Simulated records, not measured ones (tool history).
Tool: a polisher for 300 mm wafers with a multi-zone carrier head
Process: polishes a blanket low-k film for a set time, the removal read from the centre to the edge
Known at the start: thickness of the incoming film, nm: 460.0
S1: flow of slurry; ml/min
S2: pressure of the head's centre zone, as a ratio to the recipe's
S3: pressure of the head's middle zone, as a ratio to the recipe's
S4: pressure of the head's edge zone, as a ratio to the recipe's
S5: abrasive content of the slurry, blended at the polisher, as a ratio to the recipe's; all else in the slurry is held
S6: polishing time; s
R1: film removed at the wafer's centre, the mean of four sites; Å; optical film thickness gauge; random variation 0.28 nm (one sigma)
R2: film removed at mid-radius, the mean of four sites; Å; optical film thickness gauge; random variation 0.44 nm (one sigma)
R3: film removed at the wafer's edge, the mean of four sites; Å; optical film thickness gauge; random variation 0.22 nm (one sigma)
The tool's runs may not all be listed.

{"run": 1, "hour": 0.0, "S1": 210, "S2": 1, "S3": 1, "S4": 1, "S5": 1, "S6": 55, "R1": 276.62, "R2": 288.37, "R3": 278.28}
{"run": 2, "hour": 4.9, "S1": 220, "S2": 1.02, "S3": 0.98, "S4": 1.04, "S5": 1.05, "S6": 55, "R1": 285.95, "R2": 287.85, "R3": 290.06}
{"run": 3, "hour": 6.0, "S1": 220, "S2": 1.02, "S3": 0.98, "S4": 0.95, "S5": 1.05, "S6": 55, "R1": 286.52, "R2": 286.22, "R3": 274.73}
{"run": 4, "hour": 10.0, "S1": 225, "S2": 1.04, "S3": 0.97, "S4": 1, "S5": 1.1, "S6": 55, "R1": 297.68, "R2": 279.93, "R3": 291.5}
{"run": 5, "hour": 13.1, "S1": 225, "S2": 1.04, "S3": 0.97, "S4": 1, "S5": 1.1, "S6": 48, "R1": 258.81, "R2": 248.16, "R3": 250.46}
{"run": 6, "hour": 18.5, "S1": 225, "S2": 1.04, "S3": 0.97, "S4": 1, "S5": 1.1, "S6": 37, "R1": 198.42, "R2": 197.29, "R3": 194.13}
{"run": 7, "hour": 20.1, "S1": 235, "S2": 1.06, "S3": 0.98, "S4": 1.04, "S5": 1.2, "S6": 40, "R1": 230.61, "R2": 224.5, "R3": 224.63}

Forecast run 8:
{"run": 8, "hour": 26.5, "S1": 235, "S2": 1.06, "S3": 0.98, "S4": 1.04, "S5": 1.2, "S6": 40, "R1": "?", "R2": "?", "R3": "?"}

Run 8 gave R1 230.16 Å, R2 218.24 Å, R3 221.07 Å.
